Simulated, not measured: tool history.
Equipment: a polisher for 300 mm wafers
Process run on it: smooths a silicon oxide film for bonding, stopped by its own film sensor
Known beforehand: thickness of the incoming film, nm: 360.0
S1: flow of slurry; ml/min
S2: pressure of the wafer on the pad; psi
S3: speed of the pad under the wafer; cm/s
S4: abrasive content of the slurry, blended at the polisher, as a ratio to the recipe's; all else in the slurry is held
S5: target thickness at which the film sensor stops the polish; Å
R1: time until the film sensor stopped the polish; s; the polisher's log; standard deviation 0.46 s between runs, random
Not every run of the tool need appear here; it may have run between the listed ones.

run  hour   S1   S2  S3   S4    S5      R1
  1   0.0  280  2.8  74  1.0  3290  39.762
  2   8.4  280  2.7  74  1.0  3290  41.372
  3  17.0  280  2.7  74  1.0  3290  41.309
  4  24.5  320  2.7  74  1.0  3290  40.258
  5  28.6  320  2.2  74  1.0  3290  49.284
  6  34.1  320  1.6  74  1.0  3290  66.361
  7  37.1  320  1.6  74  1.0  3290  67.078
  8  38.7  335  1.8  74  1.0  3290  60.162
  9  42.2  340  2.0  74  1.0  3290  54.352
 10  44.5  350  2.1  74  1.0  3290  50.532

Estimate the outcome of run 11 from the log above:
 11  47.3  365  2.1  74  1.0  3290   ?

Run 11 yielded R1 51.547 s.

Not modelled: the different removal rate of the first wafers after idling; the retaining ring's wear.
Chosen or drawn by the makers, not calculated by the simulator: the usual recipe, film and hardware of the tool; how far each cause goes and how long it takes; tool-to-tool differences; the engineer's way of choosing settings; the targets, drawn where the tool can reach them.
